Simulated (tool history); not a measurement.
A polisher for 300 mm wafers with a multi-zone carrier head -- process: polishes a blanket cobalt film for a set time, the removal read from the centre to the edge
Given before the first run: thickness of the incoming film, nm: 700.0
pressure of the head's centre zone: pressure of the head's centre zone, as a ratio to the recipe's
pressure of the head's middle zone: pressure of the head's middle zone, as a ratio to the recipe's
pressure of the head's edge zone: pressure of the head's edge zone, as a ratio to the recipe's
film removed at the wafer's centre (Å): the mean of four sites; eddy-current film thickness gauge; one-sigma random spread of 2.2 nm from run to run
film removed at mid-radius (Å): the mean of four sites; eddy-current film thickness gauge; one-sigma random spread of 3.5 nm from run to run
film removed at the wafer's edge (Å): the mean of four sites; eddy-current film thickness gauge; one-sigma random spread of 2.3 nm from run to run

| run | day | flow of slurry (ml/min) | pressure of the head's centre zone | pressure of the head's middle zone | pressure of the head's edge zone | polishing time (s) | film removed at the wafer's centre (Å) | film removed at mid-radius (Å) | film removed at the wafer's edge (Å) |
|---|---|---|---|---|---|---|---|---|---|
| 1 | 0.000 | 210 | 1.00 | 1.00 | 1.00 | 61 | 2854.6 | 2793.5 | 2866.4 |
| 2 | 0.325 | 205 | 0.99 | 1.01 | 0.98 | 61 | 2805.6 | 2776.6 | 2782.2 |
| 3 | 0.579 | 205 | 0.95 | 1.01 | 0.98 | 61 | 2714.2 | 2837.3 | 2798.8 |
| 4 | 0.904 | 205 | 0.95 | 1.08 | 0.98 | 61 | 2699.5 | 2927.2 | 2768.6 |
| 5 | 1.117 | 200 | 0.94 | 1.08 | 0.97 | 61 | 2662.7 | 2885.6 | 2838.8 |
| 6 | 1.254 | 205 | 0.94 | 1.08 | 0.96 | 60 | 2572.0 | 2834.8 | 2720.8 |

Estimate the outcome of run 7 from the log above:
| 7 | 1.296 | 205 | 0.94 | 1.08 | 0.95 | 60 | ? | ? | ? |

{"run 7": {"film removed at the wafer's centre (Å)": 2611.1, "film removed at mid-radius (Å)": 2906.0, "film removed at the wafer's edge (Å)": 2718.9}}

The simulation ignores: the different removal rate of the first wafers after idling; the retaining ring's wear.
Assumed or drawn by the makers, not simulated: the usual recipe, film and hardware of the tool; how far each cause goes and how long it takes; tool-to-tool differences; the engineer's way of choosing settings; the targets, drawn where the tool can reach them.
